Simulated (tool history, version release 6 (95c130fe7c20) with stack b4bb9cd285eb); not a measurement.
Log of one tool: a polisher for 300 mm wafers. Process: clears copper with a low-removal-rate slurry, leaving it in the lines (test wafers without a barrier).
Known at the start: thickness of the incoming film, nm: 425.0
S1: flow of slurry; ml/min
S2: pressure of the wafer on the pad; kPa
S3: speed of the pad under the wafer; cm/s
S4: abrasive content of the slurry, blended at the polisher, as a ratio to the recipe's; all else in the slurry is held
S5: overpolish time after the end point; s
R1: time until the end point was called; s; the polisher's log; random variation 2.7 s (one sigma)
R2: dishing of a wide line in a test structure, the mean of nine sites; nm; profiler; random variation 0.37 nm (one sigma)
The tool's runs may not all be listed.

run  hour   S1    S2   S3   S4  S5      R1      R2
  1     0  185  23.4  126    1  27  86.603  50.784
  2   1.3  185    20  120    1  23  97.166  44.241
  3   6.6  185  17.2  110    1  22  114.01  38.255
  4  13.7  185  17.2  110    1  31  117.62   45.92
  5  16.9  160  17.2  110    1  31  115.54   46.06
  6  23.7  160  17.2  110  1.1  31  118.41  46.292

Forecast run 7:
  7  30.6  160  11.7  92  1.05  18   ?   ?

{"run 7": {"R1": 168, "R2": 26.736}}

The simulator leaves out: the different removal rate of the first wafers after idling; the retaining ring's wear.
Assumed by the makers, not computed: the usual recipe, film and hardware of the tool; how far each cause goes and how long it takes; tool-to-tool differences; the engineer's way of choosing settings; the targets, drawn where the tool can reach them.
